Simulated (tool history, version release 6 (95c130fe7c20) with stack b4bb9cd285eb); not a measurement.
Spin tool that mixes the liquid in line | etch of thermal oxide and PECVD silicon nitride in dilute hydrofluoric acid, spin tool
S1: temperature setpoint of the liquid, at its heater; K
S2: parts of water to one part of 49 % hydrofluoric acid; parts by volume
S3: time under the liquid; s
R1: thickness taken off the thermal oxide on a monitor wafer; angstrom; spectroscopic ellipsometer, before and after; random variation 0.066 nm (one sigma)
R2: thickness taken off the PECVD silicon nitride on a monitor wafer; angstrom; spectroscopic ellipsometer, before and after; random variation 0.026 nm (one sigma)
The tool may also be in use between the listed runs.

| run | hour | S1 | S2 | S3 | R1 | R2 |
|---|---|---|---|---|---|---|
| 1 | 0 | 296.15 | 40 | 180 | 226.64 | 99.978 |
| 2 | 2.9 | 299.15 | 40 | 180 | 254.68 | 123.67 |
| 3 | 10.4 | 299.15 | 40 | 235 | 334.15 | 161.01 |
| 4 | 12.7 | 299.15 | 45 | 235 | 292.61 | 142.53 |
| 5 | 14 | 299.15 | 50 | 220 | 242.08 | 119.53 |
| 6 | 18.8 | 299.15 | 55 | 205 | 206.02 | 100.88 |
| 7 | 26.1 | 299.15 | 55 | 185 | 184.41 | 91.285 |
| 8 | 30.5 | 298.65 | 70 | 95 | 72.972 | 35.934 |
| 9 | 39.3 | 299.15 | 70 | 95 | 74.035 | 36.892 |

Forecast run 10:
| 10 | 47.9 | 302.15 | 70 | 85 | ? | ? |

Run 10 gave R1 74.783 angstrom, R2 40.204 angstrom.
